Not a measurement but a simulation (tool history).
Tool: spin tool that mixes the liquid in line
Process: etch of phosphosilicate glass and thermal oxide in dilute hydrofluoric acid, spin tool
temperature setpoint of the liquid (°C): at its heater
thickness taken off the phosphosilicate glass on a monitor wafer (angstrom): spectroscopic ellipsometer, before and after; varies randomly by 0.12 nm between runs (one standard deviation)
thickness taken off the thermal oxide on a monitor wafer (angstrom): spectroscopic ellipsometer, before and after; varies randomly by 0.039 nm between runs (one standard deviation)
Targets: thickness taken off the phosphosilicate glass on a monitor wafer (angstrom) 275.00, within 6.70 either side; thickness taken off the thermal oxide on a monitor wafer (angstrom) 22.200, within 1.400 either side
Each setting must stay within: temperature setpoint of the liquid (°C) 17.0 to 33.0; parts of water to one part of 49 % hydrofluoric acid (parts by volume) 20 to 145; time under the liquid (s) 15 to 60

run  hour  temperature setpoint of the liquid (°C)  parts of water to one part of 49 % hydrofluoric acid (parts by volume)  time under the liquid (s)  thickness taken off the phosphosilicate glass on a monitor wafer (angstrom)  thickness taken off the thermal oxide on a monitor wafer (angstrom)
  1   0.0                                     25.0                                                                      80                         30                                                                       228.80                                                               18.034
  2   4.0                                     26.0                                                                      80                         30                                                                       235.61                                                               18.859
  3   9.0                                     26.0                                                                      60                         30                                                                       324.02                                                               26.839
  4  14.9                                     25.0                                                                      60                         30                                                                       310.55                                                               24.474
  5  19.7                                     25.0                                                                      65                         30                                                                       282.58                                                               22.571
  6  20.6                                     25.0                                                                      65                         20                                                                       188.81                                                               15.547
  7  22.2                                     26.5                                                                      65                         20                                                                       200.22                                                               16.226
  8  27.9                                     28.0                                                                      65                         20                                                                       215.78                                                               16.634
  9  32.7                                     28.0                                                                      60                         20                                                                       234.25                                                               18.844
 10  34.8                                     28.0                                                                      60                         20                                                                       232.23                                                               18.282
 11  42.9                                     28.5                                                                      60                         20                                                                       238.55                                                               19.336
 12  46.9                                     29.5                                                                      60                         20                                                                       247.41                                                               20.130

Below are 4 possible settings for the next run. Only one of them brings all results inside the allowed miss of their targets. Which is it?
  A  50.9                                     33.0                                                                      60                         15                                                                            ?                                                                    ?
  B  50.9                                     25.5                                                                     110                         45                                                                            ?                                                                    ?
  C  50.9                                     24.5                                                                      45                         20                                                                            ?                                                                    ?
  D  50.9                                     31.5                                                                      70                         20                                                                            ?                                                                    ?

move  thickness taken off the phosphosilicate glass on a monitor wafer (angstrom)  thickness taken off the thermal oxide on a monitor wafer (angstrom)
   A                                                                       210.90                                                               17.441
   B                                                                       241.13                                                               19.940
   C                                                                       273.95                                                               22.655
   D                                                                       224.11                                                               18.533
A: its largest miss is bigger than the last run's
B: its largest miss is bigger than the last run's
C: every result within its allowed miss
D: its largest miss is bigger than the last run's
Answer: C
